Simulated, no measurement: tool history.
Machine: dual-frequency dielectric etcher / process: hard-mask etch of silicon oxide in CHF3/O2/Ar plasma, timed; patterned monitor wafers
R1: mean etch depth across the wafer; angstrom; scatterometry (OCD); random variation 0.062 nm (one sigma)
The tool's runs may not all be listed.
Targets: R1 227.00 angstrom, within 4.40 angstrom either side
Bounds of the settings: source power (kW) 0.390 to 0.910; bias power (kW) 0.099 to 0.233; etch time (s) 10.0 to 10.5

run 1 day=0.000 | source_power_(kW)=0.650 bias_power_(kW)=0.166 etch_time_(s)=10.5 | R1=205.61
run 2 day=0.029 | source_power_(kW)=0.650 bias_power_(kW)=0.194 etch_time_(s)=10.5 | R1=215.73
run 3 day=0.246 | source_power_(kW)=0.660 bias_power_(kW)=0.195 etch_time_(s)=10.5 | R1=215.78
run 4 day=0.329 | source_power_(kW)=0.670 bias_power_(kW)=0.196 etch_time_(s)=10.5 | R1=217.77
run 5 day=0.625 | source_power_(kW)=0.680 bias_power_(kW)=0.197 etch_time_(s)=10.5 | R1=218.34
run 6 day=0.808 | source_power_(kW)=0.680 bias_power_(kW)=0.197 etch_time_(s)=10.0 | R1=209.06
run 7 day=0.858 | source_power_(kW)=0.700 bias_power_(kW)=0.200 etch_time_(s)=10.0 | R1=212.96
run 8 day=1.229 | source_power_(kW)=0.720 bias_power_(kW)=0.202 etch_time_(s)=10.0 | R1=215.77
run 9 day=1.304 | source_power_(kW)=0.730 bias_power_(kW)=0.203 etch_time_(s)=10.0 | R1=217.19

Exactly one of the 5 candidate moves below puts every result within its allowed miss. Which one?
run A day=1.379 | source_power_(kW)=0.800 bias_power_(kW)=0.232 etch_time_(s)=10.0 | R1=?
run B day=1.379 | source_power_(kW)=0.700 bias_power_(kW)=0.203 etch_time_(s)=10.0 | R1=?
run C day=1.379 | source_power_(kW)=0.780 bias_power_(kW)=0.212 etch_time_(s)=10.0 | R1=?
run D day=1.379 | source_power_(kW)=0.650 bias_power_(kW)=0.185 etch_time_(s)=10.5 | R1=?
run E day=1.379 | source_power_(kW)=0.840 bias_power_(kW)=0.219 etch_time_(s)=10.0 | R1=?

move=A R1=236.18
move=B R1=214.41
move=C R1=227.73
move=D R1=212.27
move=E R1=237.42
A: pushes the last run's worst result past its target
B: moves away from the targets compared with the last run
C: all results in spec
D: moves away from the targets compared with the last run
E: pushes the last run's worst result past its target
The right move is C.

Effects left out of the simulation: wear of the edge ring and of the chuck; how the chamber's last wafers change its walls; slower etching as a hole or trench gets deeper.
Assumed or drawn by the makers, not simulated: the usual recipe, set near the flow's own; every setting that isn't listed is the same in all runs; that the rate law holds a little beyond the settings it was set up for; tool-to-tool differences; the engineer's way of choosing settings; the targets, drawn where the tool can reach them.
